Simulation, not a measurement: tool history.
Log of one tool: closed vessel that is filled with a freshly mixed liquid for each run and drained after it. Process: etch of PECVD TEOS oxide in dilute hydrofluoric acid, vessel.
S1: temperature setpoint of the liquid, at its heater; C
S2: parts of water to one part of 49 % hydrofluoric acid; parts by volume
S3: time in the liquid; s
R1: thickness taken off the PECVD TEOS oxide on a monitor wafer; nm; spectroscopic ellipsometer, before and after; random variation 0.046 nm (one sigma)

| run | hour | S1 | S2 | S3 | R1 |
|---|---|---|---|---|---|
| 1 | 0.0 | 25.0 | 175 | 60 | 5.7044 |
| 2 | 1.3 | 26.5 | 175 | 60 | 6.0223 |
| 3 | 5.2 | 25.0 | 175 | 60 | 5.5770 |
| 4 | 13.7 | 25.0 | 240 | 60 | 3.8386 |
| 5 | 15.8 | 27.5 | 225 | 60 | 4.5171 |
| 6 | 23.8 | 27.5 | 275 | 60 | 3.5177 |
| 7 | 28.0 | 29.0 | 250 | 60 | 4.1289 |
| 8 | 36.4 | 30.0 | 225 | 60 | 4.9342 |

Run 9, settings as shown, results not yet in. Your forecast:
| 9 | 38.8 | 31.0 | 210 | 60 | ? |

{"run 9": {"R1": 5.4994}}

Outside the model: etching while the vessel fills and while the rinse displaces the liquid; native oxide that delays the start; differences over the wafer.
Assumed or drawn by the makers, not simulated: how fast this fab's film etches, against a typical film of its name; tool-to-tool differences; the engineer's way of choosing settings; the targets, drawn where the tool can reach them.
